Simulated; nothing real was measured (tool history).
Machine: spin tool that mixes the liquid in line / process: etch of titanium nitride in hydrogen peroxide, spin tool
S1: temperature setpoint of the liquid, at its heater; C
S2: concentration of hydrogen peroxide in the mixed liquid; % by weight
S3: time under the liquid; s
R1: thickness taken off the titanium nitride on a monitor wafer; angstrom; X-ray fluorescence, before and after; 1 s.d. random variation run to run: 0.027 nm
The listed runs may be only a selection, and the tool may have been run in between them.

{"run": 1, "day": 0.0, "S1": 42.0, "S2": 18.5, "S3": 75, "R1": 16.181}
{"run": 2, "day": 0.375, "S1": 42.0, "S2": 21.5, "S3": 75, "R1": 16.964}
{"run": 3, "day": 0.629, "S1": 44.0, "S2": 21.5, "S3": 75, "R1": 19.539}
{"run": 4, "day": 0.762, "S1": 38.0, "S2": 21.5, "S3": 75, "R1": 12.373}
{"run": 5, "day": 1.062, "S1": 41.0, "S2": 21.5, "S3": 75, "R1": 15.682}
{"run": 6, "day": 1.233, "S1": 43.5, "S2": 21.5, "S3": 75, "R1": 18.674}
{"run": 7, "day": 1.608, "S1": 45.0, "S2": 21.5, "S3": 75, "R1": 21.033}
{"run": 8, "day": 1.825, "S1": 46.0, "S2": 21.5, "S3": 75, "R1": 22.639}

Run 9 is up next; what results do you expect?
{"run": 9, "day": 1.896, "S1": 46.0, "S2": 21.5, "S3": 75, "R1": "?"}

{"run 9": {"R1": 22.918}}
